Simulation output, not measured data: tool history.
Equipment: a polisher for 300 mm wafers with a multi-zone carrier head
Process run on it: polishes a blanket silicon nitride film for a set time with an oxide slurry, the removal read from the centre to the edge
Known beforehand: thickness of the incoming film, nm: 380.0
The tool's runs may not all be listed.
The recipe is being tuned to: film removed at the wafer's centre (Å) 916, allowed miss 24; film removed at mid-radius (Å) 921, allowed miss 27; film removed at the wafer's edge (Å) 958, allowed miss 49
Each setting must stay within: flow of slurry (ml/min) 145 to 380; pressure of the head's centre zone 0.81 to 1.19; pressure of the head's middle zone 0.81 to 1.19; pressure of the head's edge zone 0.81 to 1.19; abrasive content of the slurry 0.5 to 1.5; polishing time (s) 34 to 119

run	hour	flow of slurry (ml/min)	pressure of the head's centre zone	pressure of the head's middle zone	pressure of the head's edge zone	abrasive content of the slurry	polishing time (s)	film removed at the wafer's centre (Å)	film removed at mid-radius (Å)	film removed at the wafer's edge (Å)
1	0	245	1	1	1	1	76	737.11	709.08	737.81
2	8.9	285	1	1	1	1	76	770.37	737.78	745.15
3	14.5	285	1	0.94	1	1	76	762.21	694.38	747.81
4	16.4	285	1	0.94	1	1	67	673.91	602.62	662.38
5	23.9	285	1	0.94	0.96	1	67	673.44	596.26	635.58
6	24.6	280	1.01	0.96	0.99	1.05	67	687.98	633.57	676.3
7	27.9	285	1.03	0.98	1.01	1.1	67	724.39	660.11	703.52
# hour 35.5: slurry nozzle cleaned
8	35.5	285	1.04	1	1.03	1.15	67	762.19	711.31	733.47

Consider the 4 candidate settings below. Which is the only one whose results all fall within their allowed miss of target?
A	43.1	310	1	1.01	1.06	1.15	86	?	?	?
B	43.1	255	0.98	0.96	1.1	1.2	85	?	?	?
C	43.1	205	0.93	0.99	0.99	1.1	94	?	?	?
D	43.1	280	0.99	0.88	1.17	1.3	84	?	?	?

move	film removed at the wafer's centre (Å)	film removed at mid-radius (Å)	film removed at the wafer's edge (Å)
A	956.84	911.57	941.91
B	922.42	860.3	950.61
C	905.81	913.38	940.05
D	961.34	825.46	1010.8
A: corrects the largest miss of the last run, while another result sits out of spec
B: gains on the last run, yet a result remains outside its allowed miss
C: all results in spec
D: gains on the last run, yet a result remains outside its allowed miss
Move C is the one to make.
